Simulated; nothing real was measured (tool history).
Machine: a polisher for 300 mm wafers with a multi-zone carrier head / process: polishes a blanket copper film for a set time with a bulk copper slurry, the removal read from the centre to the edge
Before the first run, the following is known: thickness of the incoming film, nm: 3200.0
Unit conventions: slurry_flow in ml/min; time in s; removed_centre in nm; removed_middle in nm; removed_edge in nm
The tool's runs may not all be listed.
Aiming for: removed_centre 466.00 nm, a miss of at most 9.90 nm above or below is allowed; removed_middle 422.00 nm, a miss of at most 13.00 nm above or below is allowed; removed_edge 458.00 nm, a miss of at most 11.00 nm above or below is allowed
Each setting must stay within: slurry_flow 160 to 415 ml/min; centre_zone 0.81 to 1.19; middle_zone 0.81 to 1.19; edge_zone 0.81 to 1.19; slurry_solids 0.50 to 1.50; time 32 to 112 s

run 1 hour=0.0 | slurry_flow=265 centre_zone=1.00 middle_zone=1.00 edge_zone=1.00 slurry_solids=1.00 time=72 | removed_centre=629.70 removed_middle=646.64 removed_edge=671.13
run 2 hour=6.8 | slurry_flow=265 centre_zone=1.00 middle_zone=1.00 edge_zone=1.00 slurry_solids=0.90 time=72 | removed_centre=618.72 removed_middle=627.20 removed_edge=637.55
run 3 hour=12.2 | slurry_flow=330 centre_zone=1.00 middle_zone=1.00 edge_zone=1.00 slurry_solids=0.90 time=72 | removed_centre=625.99 removed_middle=643.98 removed_edge=650.74
run 4 hour=16.0 | slurry_flow=325 centre_zone=0.99 middle_zone=0.98 edge_zone=0.98 slurry_solids=0.85 time=71 | removed_centre=606.04 removed_middle=619.65 removed_edge=623.26
run 5 hour=20.5 | slurry_flow=315 centre_zone=0.99 middle_zone=0.96 edge_zone=0.97 slurry_solids=0.80 time=70 | removed_centre=583.22 removed_middle=577.60 removed_edge=601.55
run 6 hour=23.6 | slurry_flow=315 centre_zone=0.99 middle_zone=0.96 edge_zone=0.89 slurry_solids=0.80 time=70 | removed_centre=580.05 removed_middle=583.83 removed_edge=573.06
run 7 hour=24.8 | slurry_flow=310 centre_zone=0.99 middle_zone=0.94 edge_zone=0.88 slurry_solids=0.75 time=69 | removed_centre=560.64 removed_middle=546.86 removed_edge=556.37
run 8 hour=30.1 | slurry_flow=310 centre_zone=0.99 middle_zone=0.93 edge_zone=0.87 slurry_solids=0.70 time=68 | removed_centre=543.69 removed_middle=526.89 removed_edge=541.26
run 9 hour=34.3 | slurry_flow=315 centre_zone=0.99 middle_zone=0.92 edge_zone=0.86 slurry_solids=0.70 time=67 | removed_centre=535.26 removed_middle=515.67 removed_edge=526.28
run 10 hour=38.6 | slurry_flow=315 centre_zone=0.99 middle_zone=0.91 edge_zone=0.86 slurry_solids=0.70 time=66 | removed_centre=525.07 removed_middle=507.23 removed_edge=517.97
run 11 hour=43.8 | slurry_flow=315 centre_zone=0.99 middle_zone=0.90 edge_zone=0.86 slurry_solids=0.70 time=66 | removed_centre=526.15 removed_middle=496.48 removed_edge=515.05
run 12 hour=49.1 | slurry_flow=315 centre_zone=0.99 middle_zone=0.89 edge_zone=0.85 slurry_solids=0.70 time=66 | removed_centre=530.54 removed_middle=505.68 removed_edge=514.49
run 13 hour=50.1 | slurry_flow=310 centre_zone=0.99 middle_zone=0.88 edge_zone=0.85 slurry_solids=0.70 time=66 | removed_centre=526.63 removed_middle=491.32 removed_edge=516.41
-- hour=53.3 edge zone pressure recalibrated
run 14 hour=53.3 | slurry_flow=310 centre_zone=0.99 middle_zone=0.87 edge_zone=0.85 slurry_solids=0.70 time=66 | removed_centre=527.69 removed_middle=493.15 removed_edge=495.04
run 15 hour=59.9 | slurry_flow=300 centre_zone=0.99 middle_zone=0.86 edge_zone=0.86 slurry_solids=0.70 time=66 | removed_centre=518.95 removed_middle=484.58 removed_edge=497.00

Below are 4 possible settings for the next run. Only one of them brings all results inside the allowed miss of their targets. Which is it?
run A hour=66.5 | slurry_flow=265 centre_zone=0.83 middle_zone=0.98 edge_zone=0.84 slurry_solids=0.95 time=61 | removed_centre=? removed_middle=? removed_edge=?
run B hour=66.5 | slurry_flow=315 centre_zone=1.03 middle_zone=0.84 edge_zone=0.90 slurry_solids=0.65 time=57 | removed_centre=? removed_middle=? removed_edge=?
run C hour=66.5 | slurry_flow=355 centre_zone=0.89 middle_zone=0.84 edge_zone=1.19 slurry_solids=0.50 time=70 | removed_centre=? removed_middle=? removed_edge=?
run D hour=66.5 | slurry_flow=410 centre_zone=1.01 middle_zone=0.86 edge_zone=1.00 slurry_solids=0.50 time=63 | removed_centre=? removed_middle=? removed_edge=?

move=A removed_centre=450.91 removed_middle=541.18 removed_edge=487.48
move=B removed_centre=462.48 removed_middle=402.55 removed_edge=423.09
move=C removed_centre=461.39 removed_middle=457.16 removed_edge=539.79
move=D removed_centre=469.81 removed_middle=423.41 removed_edge=453.46
A: pushes the last run's worst result past its target
B: brings the result that was furthest off to its target, and leaves another outside
C: brings the result that was furthest off to its target, and leaves another outside
D: hits every target within its allowed miss
So the answer is move D, the one that meets all the targets.

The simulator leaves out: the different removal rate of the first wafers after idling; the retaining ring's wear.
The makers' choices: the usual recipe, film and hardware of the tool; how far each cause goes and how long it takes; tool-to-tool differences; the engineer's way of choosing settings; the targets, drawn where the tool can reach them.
